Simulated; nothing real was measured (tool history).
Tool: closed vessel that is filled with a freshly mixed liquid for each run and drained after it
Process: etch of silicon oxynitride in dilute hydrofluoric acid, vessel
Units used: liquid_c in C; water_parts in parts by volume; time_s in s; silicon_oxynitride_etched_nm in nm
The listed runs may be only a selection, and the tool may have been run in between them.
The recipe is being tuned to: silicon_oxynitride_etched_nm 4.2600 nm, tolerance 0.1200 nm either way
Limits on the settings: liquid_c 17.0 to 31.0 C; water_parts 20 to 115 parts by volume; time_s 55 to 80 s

Run 1, hour 0.0: liquid_c 23.0 C, water_parts 65 parts by volume, time_s 80 s. Result: silicon_oxynitride_etched_nm 5.6880 nm.
Run 2, hour 6.4: liquid_c 23.0 C, water_parts 65 parts by volume, time_s 80 s. Result: silicon_oxynitride_etched_nm 5.7348 nm.
Run 3, hour 9.3: liquid_c 22.0 C, water_parts 65 parts by volume, time_s 80 s. Result: silicon_oxynitride_etched_nm 5.4446 nm.
Run 4, hour 11.4: liquid_c 21.5 C, water_parts 65 parts by volume, time_s 80 s. Result: silicon_oxynitride_etched_nm 5.3568 nm.
Run 5, hour 15.0: liquid_c 21.0 C, water_parts 65 parts by volume, time_s 80 s. Result: silicon_oxynitride_etched_nm 5.1863 nm.
Run 6, hour 21.8: liquid_c 21.0 C, water_parts 50 parts by volume, time_s 80 s. Result: silicon_oxynitride_etched_nm 6.7818 nm.
Run 7, hour 24.0: liquid_c 17.0 C, water_parts 70 parts by volume, time_s 80 s. Result: silicon_oxynitride_etched_nm 3.9230 nm.
Run 8, hour 25.5: liquid_c 17.0 C, water_parts 70 parts by volume, time_s 80 s. Result: silicon_oxynitride_etched_nm 3.9401 nm.
Run 9, hour 27.0: liquid_c 18.0 C, water_parts 70 parts by volume, time_s 80 s. Result: silicon_oxynitride_etched_nm 4.1309 nm.

Exercise: of the 5 proposed moves below, exactly one satisfies all targets within the stated allowed misses. Which move is it?
Run A, hour 28.5: liquid_c 17.0 C, water_parts 45 parts by volume, time_s 55 s. Result: silicon_oxynitride_etched_nm ?.
Run B, hour 28.5: liquid_c 18.5 C, water_parts 60 parts by volume, time_s 75 s. Result: silicon_oxynitride_etched_nm ?.
Run C, hour 28.5: liquid_c 20.5 C, water_parts 70 parts by volume, time_s 80 s. Result: silicon_oxynitride_etched_nm ?.
Run D, hour 28.5: liquid_c 18.0 C, water_parts 65 parts by volume, time_s 80 s. Result: silicon_oxynitride_etched_nm ?.
Run E, hour 28.5: liquid_c 19.0 C, water_parts 75 parts by volume, time_s 80 s. Result: silicon_oxynitride_etched_nm ?.

move  silicon_oxynitride_etched_nm
   A                        4.2141
   B                        4.6094
   C                        4.6253
   D                        4.4101
   E                        3.9920
A: in spec on every target
B: takes the result that was furthest off past its target
C: takes the result that was furthest off past its target
D: takes the result that was furthest off past its target
E: lands further from the targets than the last run did
Go with A: it meets all targets.
